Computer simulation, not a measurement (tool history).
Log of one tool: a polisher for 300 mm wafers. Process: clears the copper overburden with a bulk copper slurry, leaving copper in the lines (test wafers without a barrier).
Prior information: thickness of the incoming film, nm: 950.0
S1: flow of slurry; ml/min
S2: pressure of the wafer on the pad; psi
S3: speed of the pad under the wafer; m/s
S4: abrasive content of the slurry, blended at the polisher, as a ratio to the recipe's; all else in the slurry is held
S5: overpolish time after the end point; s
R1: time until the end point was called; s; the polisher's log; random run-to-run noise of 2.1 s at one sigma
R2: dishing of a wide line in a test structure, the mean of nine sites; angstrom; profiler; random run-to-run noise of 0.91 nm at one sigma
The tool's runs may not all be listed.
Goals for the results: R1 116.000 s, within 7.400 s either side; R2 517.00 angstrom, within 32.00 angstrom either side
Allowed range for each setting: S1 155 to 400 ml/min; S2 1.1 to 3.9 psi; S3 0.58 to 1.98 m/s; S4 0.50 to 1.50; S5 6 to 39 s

run  hour   S1   S2    S3    S4  S5       R1      R2
  1   0.0  255  2.5  1.28  1.00  20   94.799  864.50
  2   7.4  255  2.2  1.36  1.00  16   97.731  731.03
  3  11.0  255  2.2  1.50  1.00  16   92.452  746.12
  4  11.6  255  2.2  1.50  1.00  13   90.509  689.80
  5  20.3  255  2.2  1.50  1.00  19   92.464  844.50
  6  20.9  255  2.2  1.24  1.00  19  105.400  772.64
  7  23.8  255  2.1  1.26  1.00  16  112.090  690.78
  8  29.1  260  1.8  1.44  1.00   6  113.140  330.09
  9  35.7  255  1.9  1.38  1.00   8  110.790  424.19
 10  44.5  245  1.9  1.36  1.00   9  115.970  457.68
 11  52.2  235  1.9  1.36  1.00   9  115.510  463.74
 12  54.5  225  1.9  1.36  1.00   9  115.630  452.80
 13  60.2  215  1.9  1.34  1.00   9  116.890  429.93
 14  65.1  215  1.9  1.32  1.00  10  118.860  468.48

Pick the move, out of 4, that brings all results within their allowed miss; only one does.
  A  70.0  205  1.5  1.36  1.20  14   ?   ?
  B  70.0  270  1.8  1.42  0.95  11   ?   ?
  C  70.0  175  1.9  1.14  1.00  16   ?   ?
  D  70.0  260  1.8  1.28  1.15   9   ?   ?

move       R1      R2
   A  138.570  535.86
   B  114.500  529.25
   C  136.330  606.88
   D  120.620  442.08
A: brings the last run's worst result on target, with another outside its allowed miss
B: each result inside its tolerance
C: pushes the last run's worst result past its target
D: its largest miss is bigger than the last run's
Answer: B
